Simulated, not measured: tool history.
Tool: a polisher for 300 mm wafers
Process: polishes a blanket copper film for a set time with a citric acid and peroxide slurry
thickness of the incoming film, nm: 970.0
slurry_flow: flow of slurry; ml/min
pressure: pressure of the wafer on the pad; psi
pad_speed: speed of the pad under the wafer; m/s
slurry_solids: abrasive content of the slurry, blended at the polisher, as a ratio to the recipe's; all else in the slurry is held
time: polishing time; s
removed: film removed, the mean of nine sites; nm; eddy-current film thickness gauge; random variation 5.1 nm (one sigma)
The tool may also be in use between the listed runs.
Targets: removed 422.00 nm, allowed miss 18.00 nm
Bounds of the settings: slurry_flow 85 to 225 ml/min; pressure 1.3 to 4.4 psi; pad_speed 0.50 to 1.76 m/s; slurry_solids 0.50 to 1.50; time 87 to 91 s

run  hour  slurry_flow  pressure  pad_speed  slurry_solids  time  removed
  1   0.0          145       2.8       1.12           1.00    87   218.00
  2   3.6          145       3.1       1.14           1.00    87   245.29
  3   7.3          145       3.3       1.16           1.00    87   259.26
  4  15.1          145       3.5       1.18           1.00    87   283.01
  5  17.9          180       3.5       1.18           1.00    87   294.10
  6  18.5          180       3.6       1.20           1.00    87   307.69
  7  23.7          185       4.4       1.24           1.00    87   386.73
  8  31.2          185       4.4       1.26           1.00    87   395.56
  9  34.2          185       4.4       1.28           1.00    87   403.42

Which of these 5 next moves meets every target?
  A  37.2          175       4.4       1.24           1.00    87        ?
  B  37.2          180       4.4       1.40           1.00    91        ?
  C  37.2          185       4.4       1.38           0.95    87        ?
  D  37.2          170       4.3       1.22           1.00    87        ?
  E  37.2          190       3.9       1.38           1.05    87        ?

move  removed
   A   393.36
   B   465.57
   C   435.50
   D   376.71
   E   397.52
A: further off than the last run
B: takes the result that was furthest off past its target
C: meets every target
D: further off than the last run
E: further off than the last run
Move C is the one to make.
